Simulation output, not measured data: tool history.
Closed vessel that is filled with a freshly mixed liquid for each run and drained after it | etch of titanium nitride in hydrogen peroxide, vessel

run  hour  temperature setpoint of the liquid (K)  concentration of hydrogen peroxide in the mixed liquid (% by weight)  time in the liquid (s)  thickness taken off the titanium nitride on a monitor wafer (Å)
  1   0.0                                  325.15                                                                  19.0                    1080                                                           363.57
  2   5.5                                  325.15                                                                  19.0                    1150                                                           384.71
  3   9.9                                  325.15                                                                  15.5                    1150                                                           367.88
  4  18.4                                  325.15                                                                  15.5                    1150                                                           372.22
  5  26.7                                  325.15                                                                  15.5                    1080                                                           347.47
     31.3  -- thermometer replaced
  6  31.3                                  322.15                                                                  15.5                    1080                                                           320.95

Forecast run 7:
  7  38.0                                  325.15                                                                  18.0                    1095                                                                ?

thickness taken off the titanium nitride on a monitor wafer (Å): 413.82
